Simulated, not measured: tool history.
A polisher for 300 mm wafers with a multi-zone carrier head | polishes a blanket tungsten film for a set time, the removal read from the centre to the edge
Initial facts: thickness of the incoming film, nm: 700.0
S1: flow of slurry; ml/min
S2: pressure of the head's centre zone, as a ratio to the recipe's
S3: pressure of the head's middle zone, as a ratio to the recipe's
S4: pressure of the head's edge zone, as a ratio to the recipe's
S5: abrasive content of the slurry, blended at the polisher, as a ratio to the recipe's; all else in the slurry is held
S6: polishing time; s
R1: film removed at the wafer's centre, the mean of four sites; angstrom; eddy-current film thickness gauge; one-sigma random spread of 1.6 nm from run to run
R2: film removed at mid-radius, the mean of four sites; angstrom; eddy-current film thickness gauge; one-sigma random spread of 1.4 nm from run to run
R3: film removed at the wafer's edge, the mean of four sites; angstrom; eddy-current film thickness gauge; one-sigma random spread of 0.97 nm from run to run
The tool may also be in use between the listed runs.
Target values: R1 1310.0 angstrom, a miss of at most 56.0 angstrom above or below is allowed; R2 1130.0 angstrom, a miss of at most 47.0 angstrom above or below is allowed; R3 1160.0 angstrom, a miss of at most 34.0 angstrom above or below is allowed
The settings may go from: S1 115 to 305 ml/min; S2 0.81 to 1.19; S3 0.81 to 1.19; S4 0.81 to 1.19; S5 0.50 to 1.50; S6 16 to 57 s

run 1 hour=0.0 | S1=195 S2=1.00 S3=1.00 S4=1.00 S5=1.00 S6=36 | R1=1774.6 R2=1859.5 R3=1807.4
run 2 hour=0.7 | S1=195 S2=1.00 S3=1.00 S4=0.94 S5=1.00 S6=36 | R1=1802.6 R2=1804.6 R3=1754.7
run 3 hour=3.3 | S1=190 S2=1.01 S3=0.98 S4=0.90 S5=0.85 S6=33 | R1=1571.9 R2=1605.0 R3=1519.5
run 4 hour=9.5 | S1=185 S2=1.04 S3=0.92 S4=0.88 S5=0.75 S6=31 | R1=1523.2 R2=1389.7 R3=1395.0
run 5 hour=14.0 | S1=185 S2=1.11 S3=0.92 S4=0.88 S5=0.75 S6=31 | R1=1619.8 R2=1371.2 R3=1382.3
run 6 hour=16.1 | S1=185 S2=1.11 S3=0.92 S4=0.88 S5=0.75 S6=23 | R1=1212.2 R2=1014.1 R3=1029.8
run 7 hour=16.7 | S1=200 S2=1.10 S3=0.93 S4=0.91 S5=0.85 S6=23 | R1=1225.2 R2=1092.7 R3=1073.5
run 8 hour=25.0 | S1=205 S2=1.11 S3=0.91 S4=0.93 S5=0.90 S6=23 | R1=1262.9 R2=1049.5 R3=1087.1
run 9 hour=32.3 | S1=215 S2=1.11 S3=0.92 S4=0.95 S5=0.95 S6=23 | R1=1291.5 R2=1105.3 R3=1119.7

Exactly one of the 5 candidate moves below puts every result within its allowed miss. Which one?
run A hour=39.6 | S1=175 S2=1.17 S3=0.92 S4=0.91 S5=0.90 S6=25 | R1=? R2=? R3=?
run B hour=39.6 | S1=295 S2=1.19 S3=1.00 S4=0.92 S5=0.85 S6=24 | R1=? R2=? R3=?
run C hour=39.6 | S1=255 S2=1.19 S3=0.96 S4=0.87 S5=0.95 S6=24 | R1=? R2=? R3=?
run D hour=39.6 | S1=175 S2=1.14 S3=0.94 S4=0.96 S5=0.75 S6=25 | R1=? R2=? R3=?
run E hour=39.6 | S1=260 S2=1.17 S3=0.90 S4=0.92 S5=0.90 S6=24 | R1=? R2=? R3=?

move=A R1=1419.2 R2=1130.2 R3=1149.7
move=B R1=1491.3 R2=1240.8 R3=1159.9
move=C R1=1488.5 R2=1199.2 R3=1139.3
move=D R1=1347.6 R2=1121.6 R3=1145.1
move=E R1=1454.7 R2=1129.9 R3=1158.8
A: corrects the largest miss of the last run, while another result sits out of spec
B: corrects the largest miss of the last run, while another result sits out of spec
C: corrects the largest miss of the last run, while another result sits out of spec
D: all results land within tolerance of their targets
E: corrects the largest miss of the last run, while another result sits out of spec
D meets every target.
